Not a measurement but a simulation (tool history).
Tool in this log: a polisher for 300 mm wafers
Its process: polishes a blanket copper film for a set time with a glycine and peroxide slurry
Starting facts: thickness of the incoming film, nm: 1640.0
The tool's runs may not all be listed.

run  hour  flow of slurry (ml/min)  pressure of the wafer on the pad (kPa)  speed of the pad under the wafer (cm/s)  polishing time (s)  film removed (angstrom)
  1     0                      270                                      11                                      118                  41                   1798.3
  2   5.9                      270                                     9.7                                      112                  41                   1592.2
  3  13.6                      270                                     9.7                                      112                  37                   1436.9
  4  22.4                      270                                       9                                      110                  37                   1345.3
  5  28.4                      270                                       9                                      110                  41                   1520.7
  6  36.6                      270                                       9                                      110                  37                   1351.5
  7  42.7                      270                                     8.3                                      110                  37                     1283
  8  43.7                      270                                     7.6                                      110                  37                   1220.8
  9  49.6                      270                                     6.9                                      110                  37                   1136.6

Expected results for the next run?
 10    56                      270                                     6.2                                      110                  37                        ?

{"run 10": {"film removed (angstrom)": 1056.3}}
